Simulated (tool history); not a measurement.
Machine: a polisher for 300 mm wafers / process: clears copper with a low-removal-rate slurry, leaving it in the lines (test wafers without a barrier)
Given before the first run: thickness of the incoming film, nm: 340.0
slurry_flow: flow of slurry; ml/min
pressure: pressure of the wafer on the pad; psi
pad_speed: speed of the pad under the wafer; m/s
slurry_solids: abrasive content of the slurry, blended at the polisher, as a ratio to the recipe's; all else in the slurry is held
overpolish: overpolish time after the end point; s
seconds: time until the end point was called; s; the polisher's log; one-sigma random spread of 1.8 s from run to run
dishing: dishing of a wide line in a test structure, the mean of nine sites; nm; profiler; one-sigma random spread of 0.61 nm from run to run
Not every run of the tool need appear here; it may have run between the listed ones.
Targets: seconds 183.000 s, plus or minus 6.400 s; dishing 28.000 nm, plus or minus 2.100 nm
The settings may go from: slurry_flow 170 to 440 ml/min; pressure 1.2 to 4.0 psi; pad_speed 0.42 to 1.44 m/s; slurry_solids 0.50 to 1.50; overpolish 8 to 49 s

{"run": 1, "hour": 0.0, "slurry_flow": 280, "pressure": 2.6, "pad_speed": 0.92, "slurry_solids": 1.0, "overpolish": 25, "seconds": 140.78, "dishing": 39.143}
{"run": 2, "hour": 7.1, "slurry_flow": 280, "pressure": 2.6, "pad_speed": 1.1, "slurry_solids": 1.0, "overpolish": 25, "seconds": 116.35, "dishing": 43.57}
{"run": 3, "hour": 12.1, "slurry_flow": 280, "pressure": 3.0, "pad_speed": 1.1, "slurry_solids": 1.0, "overpolish": 25, "seconds": 102.28, "dishing": 49.833}
{"run": 4, "hour": 14.5, "slurry_flow": 280, "pressure": 3.3, "pad_speed": 1.1, "slurry_solids": 1.0, "overpolish": 25, "seconds": 93.574, "dishing": 53.191}
{"run": 5, "hour": 20.0, "slurry_flow": 280, "pressure": 2.9, "pad_speed": 1.1, "slurry_solids": 1.0, "overpolish": 25, "seconds": 104.65, "dishing": 47.471}
{"run": 6, "hour": 24.0, "slurry_flow": 280, "pressure": 2.6, "pad_speed": 1.1, "slurry_solids": 1.0, "overpolish": 25, "seconds": 118.46, "dishing": 43.498}
{"run": 7, "hour": 29.9, "slurry_flow": 280, "pressure": 1.9, "pad_speed": 1.08, "slurry_solids": 1.0, "overpolish": 21, "seconds": 162.84, "dishing": 28.231}
{"run": 8, "hour": 35.4, "slurry_flow": 280, "pressure": 1.8, "pad_speed": 1.08, "slurry_solids": 1.0, "overpolish": 22, "seconds": 168.62, "dishing": 28.388}

Exercise: of the 5 proposed moves below, exactly one satisfies all targets within the stated allowed misses. Which move is it?
{"run": "A", "hour": 40.9, "slurry_flow": 260, "pressure": 1.9, "pad_speed": 1.04, "slurry_solids": 1.0, "overpolish": 26, "seconds": "?", "dishing": "?"}
{"run": "B", "hour": 40.9, "slurry_flow": 255, "pressure": 1.5, "pad_speed": 1.16, "slurry_solids": 1.15, "overpolish": 24, "seconds": "?", "dishing": "?"}
{"run": "C", "hour": 40.9, "slurry_flow": 225, "pressure": 2.1, "pad_speed": 1.04, "slurry_solids": 0.85, "overpolish": 20, "seconds": "?", "dishing": "?"}
{"run": "D", "hour": 40.9, "slurry_flow": 290, "pressure": 1.5, "pad_speed": 1.14, "slurry_solids": 0.85, "overpolish": 25, "seconds": "?", "dishing": "?"}
{"run": "E", "hour": 40.9, "slurry_flow": 285, "pressure": 2.0, "pad_speed": 1.0, "slurry_solids": 1.0, "overpolish": 20, "seconds": "?", "dishing": "?"}

move=A seconds=167.220 dishing=33.971
move=B seconds=183.430 dishing=29.200
move=C seconds=159.840 dishing=28.700
move=D seconds=195.690 dishing=28.646
move=E seconds=163.720 dishing=28.069
A: lands further from the targets than the last run did
B: each result inside its tolerance
C: lands further from the targets than the last run did
D: moves the result that the last run missed by most past its target, out the other side
E: lands further from the targets than the last run did
So the answer is move B, the one that meets all the targets.
